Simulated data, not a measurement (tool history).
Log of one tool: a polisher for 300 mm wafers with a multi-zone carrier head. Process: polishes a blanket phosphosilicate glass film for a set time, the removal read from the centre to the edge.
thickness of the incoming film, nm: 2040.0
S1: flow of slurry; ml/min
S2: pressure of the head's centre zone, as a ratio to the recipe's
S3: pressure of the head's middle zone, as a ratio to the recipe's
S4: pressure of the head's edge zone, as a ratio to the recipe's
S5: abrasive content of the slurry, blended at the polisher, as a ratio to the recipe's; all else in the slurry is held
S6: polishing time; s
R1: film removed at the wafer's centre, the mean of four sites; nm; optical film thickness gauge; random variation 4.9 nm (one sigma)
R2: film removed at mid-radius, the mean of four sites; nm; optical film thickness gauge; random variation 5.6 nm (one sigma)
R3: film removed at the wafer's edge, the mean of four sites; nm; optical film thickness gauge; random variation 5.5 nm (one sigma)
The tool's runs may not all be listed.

run    day   S1    S2    S3    S4    S5  S6      R1      R2      R3
  1  0.000  255  1.00  1.00  1.00  1.00  61  595.57  589.43  598.90
  2  0.262  255  1.00  1.00  1.04  1.00  61  582.05  608.73  603.69
  3  0.504  255  1.00  1.00  1.04  1.00  68  666.48  663.52  677.26
  4  0.604  260  1.01  1.03  1.01  0.90  65  595.58  612.45  583.49
  5  0.729  260  1.01  1.03  1.01  0.90  54  491.65  501.82  498.03
  6  0.854  260  1.08  1.03  1.01  0.90  54  528.11  513.29  485.35
  7  1.046  260  1.07  1.05  0.99  0.85  54  488.92  496.60  463.77
  8  1.379  255  1.07  1.06  0.97  0.85  54  497.53  502.22  464.33
  9  1.712  255  1.07  1.08  0.96  0.80  54  466.63  480.26  434.29

Run 10 comes next. What will it give?
 10  2.083  255  1.07  1.09  0.95  0.80  54   ?   ?   ?

R1: 472.43 nm
R2: 479.59 nm
R3: 428.04 nm
